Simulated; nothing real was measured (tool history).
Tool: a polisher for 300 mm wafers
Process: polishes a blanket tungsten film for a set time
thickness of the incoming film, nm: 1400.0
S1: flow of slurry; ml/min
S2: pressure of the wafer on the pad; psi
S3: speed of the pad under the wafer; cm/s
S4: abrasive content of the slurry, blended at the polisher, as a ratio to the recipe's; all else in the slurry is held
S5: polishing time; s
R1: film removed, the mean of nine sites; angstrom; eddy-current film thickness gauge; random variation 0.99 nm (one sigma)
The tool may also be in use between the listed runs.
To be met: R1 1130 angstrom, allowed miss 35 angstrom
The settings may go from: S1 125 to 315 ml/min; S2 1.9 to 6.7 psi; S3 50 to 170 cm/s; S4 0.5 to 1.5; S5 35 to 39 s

run  hour   S1   S2   S3  S4  S5      R1
  1     0  205  4.3  110   1  39  2619.6
  2   5.3  170  4.3  110   1  39  2541.4
  3   9.2  130  4.3  110   1  39  2429.4
  4  17.3  130    4  106   1  39  2215.4
  5  24.5  165    4  106   1  39  2258.5
  6  30.2  165  3.7  104   1  39    2071
  7  31.2  165  3.4  102   1  39  1871.4
  8    40  165  3.2  100   1  39  1713.6
  9  48.2  165    3  100   1  39  1629.2
 10  54.1  165  2.8  100   1  39  1511.2
 11  57.2  160  1.9   94   1  39  1001.3
 12  58.2  170  1.9   94   1  39  1011.7
 13  62.2  175  1.9   94   1  39  985.79
 14  66.1  175    2   94   1  39    1068

Which of these 5 next moves meets every target?
  A    70  205  2.1  96  0.95  39   ?
  B    70  170    2  98   0.9  39   ?
  C    70  205  2.1  88   0.9  39   ?
  D    70  165  1.9  94     1  37   ?
  E    70  125  2.2  90     1  39   ?

move      R1
   A  1130.9
   B  1058.9
   C  1021.6
   D   948.4
   E  1058.7
A: meets every target
B: further off than the last run
C: further off than the last run
D: further off than the last run
E: further off than the last run
Move A is the one to make.
